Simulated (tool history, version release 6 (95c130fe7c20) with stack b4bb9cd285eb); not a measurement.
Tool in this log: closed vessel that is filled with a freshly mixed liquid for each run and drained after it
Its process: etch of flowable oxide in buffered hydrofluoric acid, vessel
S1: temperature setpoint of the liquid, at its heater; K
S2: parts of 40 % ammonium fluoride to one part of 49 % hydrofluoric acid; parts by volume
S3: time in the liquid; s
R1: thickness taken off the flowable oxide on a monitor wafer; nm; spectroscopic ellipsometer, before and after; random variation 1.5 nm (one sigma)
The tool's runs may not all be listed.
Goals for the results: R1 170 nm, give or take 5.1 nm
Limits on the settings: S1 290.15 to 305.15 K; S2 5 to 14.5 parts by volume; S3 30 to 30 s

{"run": 1, "hour": 0.0, "S1": 298.15, "S2": 9, "S3": 30, "R1": 94.876}
{"run": 2, "hour": 4.3, "S1": 295.65, "S2": 9, "S3": 30, "R1": 82.857}
{"run": 3, "hour": 5.6, "S1": 298.65, "S2": 8.5, "S3": 30, "R1": 103.56}
{"run": 4, "hour": 10.1, "S1": 300.65, "S2": 8, "S3": 30, "R1": 122.47}
{"run": 5, "hour": 18.1, "S1": 302.15, "S2": 8, "S3": 30, "R1": 132.41}
{"run": 6, "hour": 22.0, "S1": 303.15, "S2": 7.5, "S3": 30, "R1": 150}
{"run": 7, "hour": 27.1, "S1": 303.65, "S2": 7.5, "S3": 30, "R1": 153.76}
{"run": 8, "hour": 32.1, "S1": 304.15, "S2": 7.5, "S3": 30, "R1": 157.99}
{"run": 9, "hour": 38.9, "S1": 304.65, "S2": 7.5, "S3": 30, "R1": 160.75}

Exercise: of the 4 proposed moves below, exactly one satisfies all targets within the stated allowed misses. Which move is it?
{"run": "A", "hour": 45.7, "S1": 303.15, "S2": 6, "S3": 30, "R1": "?"}
{"run": "B", "hour": 45.7, "S1": 303.15, "S2": 6.5, "S3": 30, "R1": "?"}
{"run": "C", "hour": 45.7, "S1": 304.15, "S2": 7.5, "S3": 30, "R1": "?"}
{"run": "D", "hour": 45.7, "S1": 305.15, "S2": 7, "S3": 30, "R1": "?"}

move=A R1=182.77
move=B R1=170.56
move=C R1=156.45
move=D R1=177.49
A: takes the result that was furthest off past its target
B: in spec on every target
C: lands further from the targets than the last run did
D: takes the result that was furthest off past its target
B meets every target.
